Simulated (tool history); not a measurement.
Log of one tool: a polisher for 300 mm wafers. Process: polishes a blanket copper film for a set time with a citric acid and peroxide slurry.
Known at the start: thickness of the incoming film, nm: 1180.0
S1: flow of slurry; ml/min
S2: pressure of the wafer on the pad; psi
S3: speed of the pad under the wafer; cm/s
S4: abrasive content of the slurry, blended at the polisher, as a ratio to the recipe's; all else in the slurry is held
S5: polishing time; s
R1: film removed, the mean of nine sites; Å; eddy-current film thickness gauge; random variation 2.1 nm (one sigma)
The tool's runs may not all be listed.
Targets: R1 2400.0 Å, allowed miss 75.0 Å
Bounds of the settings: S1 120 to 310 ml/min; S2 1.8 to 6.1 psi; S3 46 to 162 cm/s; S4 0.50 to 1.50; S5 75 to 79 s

| run | day | S1 | S2 | S3 | S4 | S5 | R1 |
|---|---|---|---|---|---|---|---|
| 1 | 0.000 | 200 | 3.9 | 104 | 1.00 | 75 | 2022.1 |
| 2 | 0.254 | 220 | 3.9 | 104 | 1.00 | 75 | 2026.1 |
| 3 | 0.579 | 220 | 4.0 | 104 | 1.00 | 75 | 2064.3 |
| 4 | 0.929 | 240 | 4.0 | 104 | 1.00 | 75 | 2100.7 |
| 5 | 1.262 | 240 | 4.1 | 104 | 1.00 | 75 | 2143.1 |
| 6 | 1.483 | 260 | 4.1 | 104 | 1.00 | 75 | 2108.3 |
| 7 | 1.550 | 260 | 4.2 | 104 | 1.00 | 75 | 2185.2 |
| 8 | 1.842 | 260 | 4.3 | 104 | 1.00 | 75 | 2231.0 |
| 9 | 2.179 | 260 | 4.4 | 104 | 1.00 | 75 | 2273.9 |
| 10 | 2.342 | 260 | 4.5 | 104 | 1.00 | 75 | 2292.6 |

4 next moves are on the table. One of them brings every result within its allowed miss. Which?
| A | 2.504 | 285 | 4.0 | 110 | 0.90 | 76 | ? |
| B | 2.504 | 310 | 4.7 | 90 | 1.05 | 79 | ? |
| C | 2.504 | 290 | 3.8 | 104 | 1.10 | 77 | ? |
| D | 2.504 | 255 | 4.2 | 114 | 0.85 | 77 | ? |

| move | R1 |
|---|---|
| A | 2250.6 |
| B | 2270.6 |
| C | 2149.6 |
| D | 2411.5 |
A: further off than the last run
B: further off than the last run
C: further off than the last run
D: meets every target
Answer: D

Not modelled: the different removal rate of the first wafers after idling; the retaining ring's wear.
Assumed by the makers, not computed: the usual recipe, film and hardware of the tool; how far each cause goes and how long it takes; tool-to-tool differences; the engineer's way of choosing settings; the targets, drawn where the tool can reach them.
